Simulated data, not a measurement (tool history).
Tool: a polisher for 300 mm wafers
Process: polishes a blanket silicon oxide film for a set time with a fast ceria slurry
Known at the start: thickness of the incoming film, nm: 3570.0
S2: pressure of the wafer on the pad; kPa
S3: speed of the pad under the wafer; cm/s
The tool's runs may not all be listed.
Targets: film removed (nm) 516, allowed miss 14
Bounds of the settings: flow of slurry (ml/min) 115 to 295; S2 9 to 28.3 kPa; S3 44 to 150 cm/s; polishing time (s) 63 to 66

{"run": 1, "hour": 0.0, "flow of slurry (ml/min)": 190, "S2": 18.6, "S3": 96, "polishing time (s)": 63, "film removed (nm)": 759.73}
{"run": 2, "hour": 8.3, "flow of slurry (ml/min)": 190, "S2": 18.6, "S3": 82, "polishing time (s)": 63, "film removed (nm)": 656.65}
{"run": 3, "hour": 10.6, "flow of slurry (ml/min)": 190, "S2": 22.1, "S3": 82, "polishing time (s)": 63, "film removed (nm)": 726.27}
{"run": 4, "hour": 18.9, "flow of slurry (ml/min)": 190, "S2": 22.1, "S3": 68, "polishing time (s)": 63, "film removed (nm)": 615.31}
{"run": 5, "hour": 20.2, "flow of slurry (ml/min)": 190, "S2": 18.6, "S3": 68, "polishing time (s)": 63, "film removed (nm)": 543.46}
{"run": 6, "hour": 26.3, "flow of slurry (ml/min)": 185, "S2": 18.6, "S3": 68, "polishing time (s)": 63, "film removed (nm)": 549.08}
{"run": 7, "hour": 34.3, "flow of slurry (ml/min)": 185, "S2": 17.9, "S3": 68, "polishing time (s)": 63, "film removed (nm)": 530.06}
{"run": 8, "hour": 36.8, "flow of slurry (ml/min)": 180, "S2": 17.9, "S3": 68, "polishing time (s)": 63, "film removed (nm)": 532.72}

Which of these 4 next moves meets every target?
{"run": "A", "hour": 39.3, "flow of slurry (ml/min)": 160, "S2": 16.5, "S3": 66, "polishing time (s)": 66, "film removed (nm)": "?"}
{"run": "B", "hour": 39.3, "flow of slurry (ml/min)": 165, "S2": 24.1, "S3": 60, "polishing time (s)": 63, "film removed (nm)": "?"}
{"run": "C", "hour": 39.3, "flow of slurry (ml/min)": 225, "S2": 18.6, "S3": 64, "polishing time (s)": 66, "film removed (nm)": "?"}
{"run": "D", "hour": 39.3, "flow of slurry (ml/min)": 185, "S2": 17.9, "S3": 68, "polishing time (s)": 65, "film removed (nm)": "?"}

move=A film_removed_(nm)=508.41
move=B film_removed_(nm)=561.05
move=C film_removed_(nm)=548.12
move=D film_removed_(nm)=548.39
A: meets every target
B: further off than the last run
C: further off than the last run
D: further off than the last run
The right move is A.

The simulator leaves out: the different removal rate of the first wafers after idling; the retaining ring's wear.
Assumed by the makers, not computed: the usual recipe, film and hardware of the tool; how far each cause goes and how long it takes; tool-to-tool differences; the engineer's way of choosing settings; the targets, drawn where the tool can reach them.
